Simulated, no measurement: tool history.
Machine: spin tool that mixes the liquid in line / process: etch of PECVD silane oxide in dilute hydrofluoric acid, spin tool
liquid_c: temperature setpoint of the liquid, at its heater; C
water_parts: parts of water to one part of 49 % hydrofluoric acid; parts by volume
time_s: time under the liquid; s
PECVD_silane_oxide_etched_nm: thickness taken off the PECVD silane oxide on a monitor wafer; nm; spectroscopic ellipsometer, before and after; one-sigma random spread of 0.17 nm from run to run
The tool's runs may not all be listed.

run 1 hour=0 | liquid_c=24 water_parts=160 time_s=175 | PECVD_silane_oxide_etched_nm=30.738
run 2 hour=1.7 | liquid_c=24 water_parts=160 time_s=175 | PECVD_silane_oxide_etched_nm=30.265
run 3 hour=4.6 | liquid_c=23 water_parts=165 time_s=175 | PECVD_silane_oxide_etched_nm=28.468
run 4 hour=10.3 | liquid_c=20 water_parts=165 time_s=175 | PECVD_silane_oxide_etched_nm=25.514
run 5 hour=16.8 | liquid_c=20 water_parts=130 time_s=175 | PECVD_silane_oxide_etched_nm=33.745
run 6 hour=22.4 | liquid_c=21.5 water_parts=130 time_s=175 | PECVD_silane_oxide_etched_nm=35.385
run 7 hour=27.5 | liquid_c=21 water_parts=140 time_s=175 | PECVD_silane_oxide_etched_nm=31.551
run 8 hour=35.2 | liquid_c=20.5 water_parts=150 time_s=175 | PECVD_silane_oxide_etched_nm=28.732
run 9 hour=37.9 | liquid_c=20 water_parts=155 time_s=175 | PECVD_silane_oxide_etched_nm=27.339
run 10 hour=40.6 | liquid_c=20 water_parts=155 time_s=175 | PECVD_silane_oxide_etched_nm=27.418
run 11 hour=42.2 | liquid_c=19.5 water_parts=160 time_s=175 | PECVD_silane_oxide_etched_nm=26.112

Run 12 is up next; what results do you expect?
run 12 hour=51 | liquid_c=19 water_parts=165 time_s=175 | PECVD_silane_oxide_etched_nm=?

PECVD_silane_oxide_etched_nm: 24.36 nm
